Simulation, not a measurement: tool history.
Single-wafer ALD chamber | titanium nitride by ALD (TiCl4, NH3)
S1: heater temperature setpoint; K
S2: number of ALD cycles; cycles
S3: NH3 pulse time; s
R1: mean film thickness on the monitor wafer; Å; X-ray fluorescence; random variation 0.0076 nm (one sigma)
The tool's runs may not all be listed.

run 1 hour=0.0 | S1=648.15 S2=105 S3=1.81 | R1=23.655
run 2 hour=9.1 | S1=648.15 S2=105 S3=1.45 | R1=23.001
run 3 hour=11.2 | S1=647.15 S2=104 S3=1.37 | R1=22.794
run 4 hour=18.2 | S1=646.15 S2=103 S3=1.28 | R1=22.407
run 5 hour=25.7 | S1=642.15 S2=103 S3=1.28 | R1=22.145
run 6 hour=33.5 | S1=641.15 S2=103 S3=1.25 | R1=22.072
run 7 hour=42.8 | S1=634.15 S2=100 S3=0.88 | R1=19.815
run 8 hour=45.9 | S1=635.15 S2=100 S3=0.88 | R1=19.848
run 9 hour=50.8 | S1=642.15 S2=105 S3=1.27 | R1=22.530
-- hour=58.8 thermocouple changed; heater temperature recalibrated
run 10 hour=58.8 | S1=641.15 S2=104 S3=1.27 | R1=22.091
run 11 hour=65.1 | S1=640.15 S2=104 S3=1.27 | R1=22.276
run 12 hour=70.0 | S1=635.15 S2=100 S3=0.69 | R1=18.323
run 13 hour=70.9 | S1=635.15 S2=101 S3=0.74 | R1=18.934
run 14 hour=78.6 | S1=635.15 S2=102 S3=0.78 | R1=19.382
run 15 hour=82.8 | S1=635.15 S2=102 S3=0.82 | R1=19.867
run 16 hour=86.1 | S1=635.15 S2=102 S3=0.84 | R1=19.868
run 17 hour=90.3 | S1=635.15 S2=102 S3=0.86 | R1=19.860

Run 18 comes next. What will it give?
run 18 hour=92.3 | S1=635.15 S2=102 S3=0.88 | R1=?

Run 18 gave R1 20.131 Å.
